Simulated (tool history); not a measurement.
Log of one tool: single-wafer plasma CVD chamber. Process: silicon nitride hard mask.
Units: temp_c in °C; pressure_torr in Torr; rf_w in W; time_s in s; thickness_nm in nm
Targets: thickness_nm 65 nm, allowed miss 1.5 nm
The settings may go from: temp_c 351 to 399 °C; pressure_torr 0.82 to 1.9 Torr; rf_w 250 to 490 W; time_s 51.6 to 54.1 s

run	day	temp_c	pressure_torr	rf_w	time_s	thickness_nm
1	0	375	1.36	370	54.1	75.7
2	0.158	375	1.36	410	54.1	79.954
3	0.388	375	1.36	410	51.6	75.961
4	0.662	368	1.36	410	51.6	76.203
5	0.742	368	1.16	410	51.6	73.222
6	0.958	368	1.13	405	51.6	72.016
7	1.183	368	1.1	400	51.6	70.977
8	1.517	368	1.08	395	51.6	69.884
9	1.879	368	1.06	395	51.6	69.518
10	2.071	368	1.04	395	51.6	69.258
11	2.329	368	1.02	395	51.6	68.309
12	2.375	368	1.01	395	51.6	68.444
13	2.433	368	1.01	395	51.6	68.536
14	2.458	368	0.99	395	51.6	68.311
15	2.479	368	0.98	395	51.6	67.841
16	2.792	368	0.97	395	51.6	67.787
17	2.979	368	0.96	395	51.6	67.391
18	3.1	368	0.95	395	51.6	67.312
19	3.471	368	0.94	395	51.6	66.835
20	3.7	368	0.93	395	51.6	66.424
21	3.746	368	0.92	395	51.6	66.633
22	3.825	368	0.92	395	51.6	66.433

5 next moves are on the table. One of them brings every result within its allowed miss. Which?
A	3.904	369	1.01	360	54.1	?
B	3.904	367	0.99	370	54.1	?
C	3.904	380	1.03	355	51.6	?
D	3.904	367	0.88	390	54.1	?
E	3.904	368	0.91	400	54.1	?

move	thickness_nm
A	68.255
B	68.951
C	64.729
D	68.43
E	70.165
A: further off than the last run
B: further off than the last run
C: meets every target
D: further off than the last run
E: further off than the last run
Answer: C

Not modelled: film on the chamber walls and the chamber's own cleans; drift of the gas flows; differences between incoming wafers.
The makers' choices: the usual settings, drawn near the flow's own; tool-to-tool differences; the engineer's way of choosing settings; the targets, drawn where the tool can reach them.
